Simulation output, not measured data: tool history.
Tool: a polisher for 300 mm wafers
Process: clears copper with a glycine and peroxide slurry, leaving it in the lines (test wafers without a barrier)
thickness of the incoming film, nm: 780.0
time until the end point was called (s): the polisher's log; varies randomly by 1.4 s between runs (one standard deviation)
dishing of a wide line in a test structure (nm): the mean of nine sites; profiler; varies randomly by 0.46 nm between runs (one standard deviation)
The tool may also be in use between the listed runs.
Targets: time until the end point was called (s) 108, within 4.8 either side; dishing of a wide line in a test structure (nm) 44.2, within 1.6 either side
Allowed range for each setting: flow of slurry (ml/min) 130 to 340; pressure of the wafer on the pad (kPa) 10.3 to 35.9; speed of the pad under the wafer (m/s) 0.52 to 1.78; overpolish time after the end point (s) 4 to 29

run,hour,flow of slurry (ml/min),pressure of the wafer on the pad (kPa),speed of the pad under the wafer (m/s),overpolish time after the end point (s),time until the end point was called (s),dishing of a wide line in a test structure (nm)
1,0,220,22.8,1.14,15,116.5,59.347
2,0.7,225,22.8,1.14,13,114.54,51.948
3,4.8,225,22.8,1.24,13,107.93,55.33
4,9.3,245,22.8,1.24,13,106.5,55.609
5,15.3,245,22.8,1.24,18,105.93,71.111
6,21.9,215,22.8,1.24,18,109.64,69.858
7,30.4,230,22.1,1.26,16,108.38,65.252
8,33.7,245,21.4,1.26,9,113.56,38.796

Exactly one of the 5 candidate moves below puts every result within its allowed miss. Which one?
A,37,250,21.4,1.18,11,?,?
B,37,230,22.1,1.32,10,?,?
C,37,250,20.7,1.22,12,?,?
D,37,245,21.4,1.16,10,?,?
E,37,230,20.7,1.24,12,?,?

move,time until the end point was called (s),dishing of a wide line in a test structure (nm)
A,117.14,43.376
B,105.65,43.674
C,117.64,46.512
D,118.75,39.423
E,116.97,46.73
A: corrects the largest miss of the last run, while another result sits out of spec
B: each result inside its tolerance
C: takes the biggest miss from the last run beyond its target
D: nearer than the last run, and not there yet
E: takes the biggest miss from the last run beyond its target
Go with B: it meets all targets.
